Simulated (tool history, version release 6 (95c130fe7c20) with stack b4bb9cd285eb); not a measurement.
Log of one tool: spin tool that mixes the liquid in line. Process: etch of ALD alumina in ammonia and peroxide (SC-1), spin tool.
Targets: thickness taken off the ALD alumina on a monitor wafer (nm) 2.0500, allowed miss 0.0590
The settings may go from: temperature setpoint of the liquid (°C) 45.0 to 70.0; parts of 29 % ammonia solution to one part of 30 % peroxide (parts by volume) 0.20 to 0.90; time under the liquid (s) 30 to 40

| run | day | temperature setpoint of the liquid (°C) | parts of 29 % ammonia solution to one part of 30 % peroxide (parts by volume) | time under the liquid (s) | thickness taken off the ALD alumina on a monitor wafer (nm) |
|---|---|---|---|---|---|
| 1 | 0.000 | 61.0 | 0.50 | 40 | 3.8333 |
| 2 | 0.175 | 58.5 | 0.50 | 40 | 3.3492 |
| 3 | 0.492 | 58.5 | 0.65 | 40 | 3.4592 |
| 4 | 0.525 | 58.5 | 0.65 | 30 | 2.5627 |
|  | 0.862 | ammonia flow meter replaced |
| 5 | 0.862 | 58.5 | 0.65 | 30 | 2.5817 |
| 6 | 1.083 | 57.5 | 0.65 | 30 | 2.4334 |
| 7 | 1.442 | 57.0 | 0.65 | 30 | 2.3645 |
| 8 | 1.517 | 56.5 | 0.65 | 30 | 2.3232 |
| 9 | 1.808 | 56.0 | 0.65 | 30 | 2.2458 |
| 10 | 1.867 | 55.5 | 0.65 | 30 | 2.1929 |
| 11 | 2.196 | 55.5 | 0.65 | 30 | 2.1733 |
| 12 | 2.417 | 55.0 | 0.65 | 30 | 2.1275 |

Which of these 5 next moves meets every target?
| A | 2.638 | 56.5 | 0.65 | 30 | ? |
| B | 2.638 | 53.5 | 0.60 | 35 | ? |
| C | 2.638 | 51.0 | 0.80 | 35 | ? |
| D | 2.638 | 52.5 | 0.65 | 35 | ? |
| E | 2.638 | 55.5 | 0.65 | 30 | ? |

| move | thickness taken off the ALD alumina on a monitor wafer (nm) |
|---|---|
| A | 2.3080 |
| B | 2.2788 |
| C | 2.0454 |
| D | 2.1758 |
| E | 2.1894 |
A: further off than the last run
B: further off than the last run
C: meets every target
D: further off than the last run
E: further off than the last run
Answer: C
